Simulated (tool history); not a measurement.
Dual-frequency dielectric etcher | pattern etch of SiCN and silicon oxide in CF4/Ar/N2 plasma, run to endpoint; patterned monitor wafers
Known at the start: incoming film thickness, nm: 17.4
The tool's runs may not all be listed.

run  hour  source power (kW)  bias power (kW)  Ar flow (sccm)  CF4 flow (sccm)  endpoint time (s)
  1   0.0              0.490            0.083             128               56             20.778
  2   8.5              0.540            0.086             127               56             18.313
  3  14.9              0.540            0.097             127               56             17.289
  4  15.9              0.540            0.110             127               56             16.145
     17.2  -- bias power generator calibrated
  5  17.2              0.620            0.110             127               56             14.273
  6  25.2              0.620            0.102             127               56             14.752
  7  29.8              0.630            0.102             127               56             14.499

Run 8 comes next. What will it give?
  8  37.8              0.640            0.102             127               56                  ?

Run 8 gave endpoint time (s) 14.366.
